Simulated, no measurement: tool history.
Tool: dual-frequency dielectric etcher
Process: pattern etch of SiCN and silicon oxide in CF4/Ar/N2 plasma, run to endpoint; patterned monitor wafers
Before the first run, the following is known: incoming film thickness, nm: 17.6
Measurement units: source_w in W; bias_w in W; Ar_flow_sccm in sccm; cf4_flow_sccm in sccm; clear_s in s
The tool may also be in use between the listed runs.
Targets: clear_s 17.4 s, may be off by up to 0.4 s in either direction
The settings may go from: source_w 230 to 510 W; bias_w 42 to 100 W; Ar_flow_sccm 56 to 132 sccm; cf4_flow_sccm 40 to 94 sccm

run,hour,source_w,bias_w,Ar_flow_sccm,cf4_flow_sccm,clear_s
1,0,370,71,94,67,24.99
2,5.5,410,73,93,67,22.595
3,6.8,410,73,93,60,22.911
4,13.2,410,79,93,60,22.303
5,18.7,410,73,93,60,23.152
6,22.3,440,76,92,60,21.202
# hour 31.1: wet clean of the chamber
7,31.1,460,78,91,60,19.082
8,32.5,470,78,91,60,18.781
9,39.9,480,78,91,60,18.536
10,41.7,490,78,91,60,18.038

Which one of the following 4 next-run settings gets every result inside its allowed miss? There is exactly one.
A,43.5,510,85,90,68,?
B,43.5,510,87,104,54,?
C,43.5,510,89,93,58,?
D,43.5,510,79,73,66,?

move,clear_s
A,16.629
B,17.467
C,16.836
D,16.671
A: carries the result that was furthest off beyond its target, to the other side
B: every result lands within tolerance
C: carries the result that was furthest off beyond its target, to the other side
D: carries the result that was furthest off beyond its target, to the other side
B meets every target.
